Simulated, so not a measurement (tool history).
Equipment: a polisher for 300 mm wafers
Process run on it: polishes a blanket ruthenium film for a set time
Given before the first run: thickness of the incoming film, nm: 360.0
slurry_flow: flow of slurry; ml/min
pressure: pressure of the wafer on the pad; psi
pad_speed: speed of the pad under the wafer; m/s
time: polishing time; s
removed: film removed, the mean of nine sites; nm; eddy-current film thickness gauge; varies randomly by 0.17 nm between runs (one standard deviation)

{"run": 1, "hour": 0.0, "slurry_flow": 145, "pressure": 1.6, "pad_speed": 1.24, "time": 67, "removed": 61.597}
{"run": 2, "hour": 8.9, "slurry_flow": 145, "pressure": 1.2, "pad_speed": 1.24, "time": 67, "removed": 49.153}
{"run": 3, "hour": 9.5, "slurry_flow": 145, "pressure": 1.2, "pad_speed": 1.06, "time": 67, "removed": 42.309}
{"run": 4, "hour": 18.5, "slurry_flow": 140, "pressure": 1.1, "pad_speed": 1.0, "time": 67, "removed": 37.698}
{"run": 5, "hour": 24.9, "slurry_flow": 175, "pressure": 1.1, "pad_speed": 1.0, "time": 67, "removed": 39.609}
{"run": 6, "hour": 26.0, "slurry_flow": 170, "pressure": 1.1, "pad_speed": 0.96, "time": 67, "removed": 38.118}
{"run": 7, "hour": 32.3, "slurry_flow": 165, "pressure": 1.1, "pad_speed": 0.92, "time": 67, "removed": 35.083}
{"run": 8, "hour": 35.2, "slurry_flow": 160, "pressure": 1.1, "pad_speed": 0.9, "time": 67, "removed": 34.654}
{"run": 9, "hour": 37.0, "slurry_flow": 155, "pressure": 1.1, "pad_speed": 0.88, "time": 67, "removed": 33.87}
{"run": 10, "hour": 43.1, "slurry_flow": 150, "pressure": 1.1, "pad_speed": 0.86, "time": 67, "removed": 33.486}
{"run": 11, "hour": 45.5, "slurry_flow": 145, "pressure": 1.1, "pad_speed": 0.84, "time": 67, "removed": 31.789}
{"run": 12, "hour": 53.5, "slurry_flow": 140, "pressure": 1.1, "pad_speed": 0.82, "time": 67, "removed": 31.796}
{"run": 13, "hour": 56.9, "slurry_flow": 135, "pressure": 0.7, "pad_speed": 0.56, "time": 67, "removed": 15.826}

What will run 14 give?
{"run": 14, "hour": 65.6, "slurry_flow": 140, "pressure": 0.7, "pad_speed": 0.56, "time": 67, "removed": "?"}

Run 14 measured removed 16.085 nm.
